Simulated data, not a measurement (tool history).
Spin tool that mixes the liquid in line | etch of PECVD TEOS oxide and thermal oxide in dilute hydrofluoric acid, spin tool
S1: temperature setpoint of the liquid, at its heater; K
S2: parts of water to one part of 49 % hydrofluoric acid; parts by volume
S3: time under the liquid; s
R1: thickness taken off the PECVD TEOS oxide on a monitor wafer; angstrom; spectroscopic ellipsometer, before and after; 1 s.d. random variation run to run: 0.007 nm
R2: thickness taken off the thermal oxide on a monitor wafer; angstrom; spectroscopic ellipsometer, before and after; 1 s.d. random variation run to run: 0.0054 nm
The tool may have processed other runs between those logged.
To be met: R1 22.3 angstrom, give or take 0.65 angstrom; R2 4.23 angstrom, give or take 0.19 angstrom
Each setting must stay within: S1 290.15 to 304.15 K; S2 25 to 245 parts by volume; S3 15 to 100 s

Run 1, hour 0: S1 296.15 K, S2 135 parts by volume, S3 50 s. Result: R1 84.219 angstrom, R2 16.127 angstrom.
Run 2, hour 9: S1 296.15 K, S2 180 parts by volume, S3 50 s. Result: R1 60.286 angstrom, R2 11.592 angstrom.
Run 3, hour 12.5: S1 293.15 K, S2 180 parts by volume, S3 50 s. Result: R1 53.546 angstrom, R2 10.116 angstrom.
Run 4, hour 17.6: S1 292.65 K, S2 190 parts by volume, S3 50 s. Result: R1 49.306 angstrom, R2 9.3819 angstrom.
Run 5, hour 18.9: S1 292.65 K, S2 190 parts by volume, S3 35 s. Result: R1 34.394 angstrom, R2 6.612 angstrom.
Run 6, hour 23: S1 292.65 K, S2 225 parts by volume, S3 35 s. Result: R1 28.067 angstrom, R2 5.4832 angstrom.
At hour 24: thermometer replaced.
Run 7, hour 24: S1 292.15 K, S2 230 parts by volume, S3 35 s. Result: R1 25.601 angstrom, R2 4.8708 angstrom.
Run 8, hour 28.3: S1 290.15 K, S2 235 parts by volume, S3 35 s. Result: R1 23.156 angstrom, R2 4.4013 angstrom.

Below are 4 possible settings for the next run. Only one of them brings all results inside the allowed miss of their targets. Which is it?
Run A, hour 32.6: S1 292.15 K, S2 195 parts by volume, S3 25 s. Result: R1 ?, R2 ?.
Run B, hour 32.6: S1 304.15 K, S2 175 parts by volume, S3 15 s. Result: R1 ?, R2 ?.
Run C, hour 32.6: S1 295.15 K, S2 235 parts by volume, S3 30 s. Result: R1 ?, R2 ?.
Run D, hour 32.6: S1 293.65 K, S2 190 parts by volume, S3 25 s. Result: R1 ?, R2 ?.

move      R1      R2
   A  22.243  4.3677
   B  23.696   4.653
   C  23.876  4.6883
   D  24.319  4.7754
A: every result within its allowed miss
B: the biggest miss grows against the last run
C: the biggest miss grows against the last run
D: the biggest miss grows against the last run
Answer: A
